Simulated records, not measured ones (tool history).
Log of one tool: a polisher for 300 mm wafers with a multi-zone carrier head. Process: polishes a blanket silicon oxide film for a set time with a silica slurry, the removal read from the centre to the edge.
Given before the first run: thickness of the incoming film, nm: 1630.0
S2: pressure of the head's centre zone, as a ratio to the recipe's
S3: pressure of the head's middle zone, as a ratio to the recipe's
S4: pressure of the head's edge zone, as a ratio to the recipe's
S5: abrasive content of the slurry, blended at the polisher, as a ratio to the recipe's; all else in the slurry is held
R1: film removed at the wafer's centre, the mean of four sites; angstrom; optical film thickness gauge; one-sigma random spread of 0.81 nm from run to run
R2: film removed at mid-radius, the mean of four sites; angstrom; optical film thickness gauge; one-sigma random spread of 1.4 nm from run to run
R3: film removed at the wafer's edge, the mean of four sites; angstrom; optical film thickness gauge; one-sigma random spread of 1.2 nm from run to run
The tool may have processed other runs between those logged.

run 1 hour=0 | flow_of_slurry_(ml/min)=125 S2=1 S3=1 S4=1 S5=1 polishing_time_(s)=89 | R1=1858.1 R2=1814.4 R3=1863.7
run 2 hour=6.6 | flow_of_slurry_(ml/min)=125 S2=0.92 S3=1 S4=1 S5=1 polishing_time_(s)=89 | R1=1738.5 R2=1846.2 R3=1878.9
run 3 hour=9.7 | flow_of_slurry_(ml/min)=125 S2=0.92 S3=1 S4=1 S5=1 polishing_time_(s)=76 | R1=1468.1 R2=1543.9 R3=1589.2
run 4 hour=15.9 | flow_of_slurry_(ml/min)=125 S2=0.92 S3=1 S4=0.95 S5=1 polishing_time_(s)=76 | R1=1479.8 R2=1594 R3=1555.2
run 5 hour=23.3 | flow_of_slurry_(ml/min)=125 S2=0.92 S3=1 S4=0.95 S5=0.95 polishing_time_(s)=76 | R1=1459.2 R2=1544.6 R3=1507.2
run 6 hour=26.5 | flow_of_slurry_(ml/min)=125 S2=0.92 S3=1 S4=0.92 S5=0.95 polishing_time_(s)=76 | R1=1405 R2=1488.2 R3=1503.1

Run 7 is up next; what results do you expect?
run 7 hour=33.3 | flow_of_slurry_(ml/min)=125 S2=0.93 S3=1.01 S4=0.91 S5=0.9 polishing_time_(s)=74 | R1=? R2=? R3=?

Run 7 yielded R1 1357.5 angstrom, R2 1402.8 angstrom, R3 1356.1 angstrom.
